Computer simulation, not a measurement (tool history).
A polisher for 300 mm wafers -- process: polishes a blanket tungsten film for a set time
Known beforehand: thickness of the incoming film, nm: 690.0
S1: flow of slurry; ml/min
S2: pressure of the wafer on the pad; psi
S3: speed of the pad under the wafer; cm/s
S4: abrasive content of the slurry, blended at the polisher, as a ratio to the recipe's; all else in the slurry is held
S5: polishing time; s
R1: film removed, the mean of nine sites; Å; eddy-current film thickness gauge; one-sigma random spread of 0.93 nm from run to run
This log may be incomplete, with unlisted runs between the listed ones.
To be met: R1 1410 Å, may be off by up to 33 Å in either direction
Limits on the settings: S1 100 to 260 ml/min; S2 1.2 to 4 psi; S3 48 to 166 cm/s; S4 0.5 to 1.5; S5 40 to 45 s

run,hour,S1,S2,S3,S4,S5,R1
1,0,165,2.6,106,1,45,1316.7
2,5.8,175,2.6,106,1,45,1329
3,11.4,175,2.6,106,1,45,1324.8
4,17.3,140,2.6,106,1,45,1270.7
5,23.5,140,3.1,106,1,45,1507.2
6,31.8,130,3.1,106,1,45,1511.1
7,40.8,125,3.1,106,1,45,1499.7
8,43.6,120,3.1,106,1,45,1472.2
9,46,120,3.1,106,1,45,1495.3
# hour 54.3: slurry tank refilled with fresh slurry and peroxide
10,54.3,115,3.1,106,1,45,1808
11,61,130,3.1,106,1,45,1847.3
12,63.8,120,3,106,1,45,1767.3
13,68.4,135,3,106,1,45,1800.2
14,77.3,125,2.9,106,1,45,1701.9

Which of these 4 next moves meets every target?
A,86.2,130,3,98,0.95,43,?
B,86.2,160,3.5,72,1,40,?
C,86.2,135,2.7,108,0.85,40,?
D,86.2,100,2.7,90,0.95,45,?

move,R1
A,1570.3
B,1317.5
C,1419.8
D,1315.5
A: better than the last run, though not everything is in spec
B: moves the result that the last run missed by most past its target, out the other side
C: all results land within tolerance of their targets
D: moves the result that the last run missed by most past its target, out the other side
Answer: C
